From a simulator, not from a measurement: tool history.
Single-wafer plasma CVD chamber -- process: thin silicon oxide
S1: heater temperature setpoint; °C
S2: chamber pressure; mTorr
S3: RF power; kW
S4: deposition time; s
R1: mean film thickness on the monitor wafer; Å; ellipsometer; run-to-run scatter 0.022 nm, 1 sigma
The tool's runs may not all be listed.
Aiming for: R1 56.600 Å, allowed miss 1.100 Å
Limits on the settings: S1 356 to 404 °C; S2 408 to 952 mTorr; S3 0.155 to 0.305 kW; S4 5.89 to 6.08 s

run,hour,S1,S2,S3,S4,R1
1,0.0,380,680,0.230,5.89,85.304
2,8.7,380,610,0.230,5.89,77.456
3,9.2,380,555,0.225,5.89,69.410
4,14.1,380,521,0.225,5.89,64.921
5,22.0,380,521,0.225,5.89,64.783
6,23.1,371,521,0.225,5.89,65.516
7,25.0,371,411,0.225,5.89,51.290
8,29.3,371,424,0.225,5.89,53.556
9,35.9,371,461,0.225,5.89,58.200

4 next moves are on the table. One of them brings every result within its allowed miss. Which?
A,42.5,377,421,0.255,5.94,?
B,42.5,373,463,0.235,5.89,?
C,42.5,373,451,0.200,6.08,?
D,42.5,364,520,0.190,6.08,?

move,R1
A,56.482
B,59.275
C,54.274
D,60.860
A: every result lands within tolerance
B: the biggest miss grows against the last run
C: carries the result that was furthest off beyond its target, to the other side
D: the biggest miss grows against the last run
So the answer is move A, the one that meets all the targets.

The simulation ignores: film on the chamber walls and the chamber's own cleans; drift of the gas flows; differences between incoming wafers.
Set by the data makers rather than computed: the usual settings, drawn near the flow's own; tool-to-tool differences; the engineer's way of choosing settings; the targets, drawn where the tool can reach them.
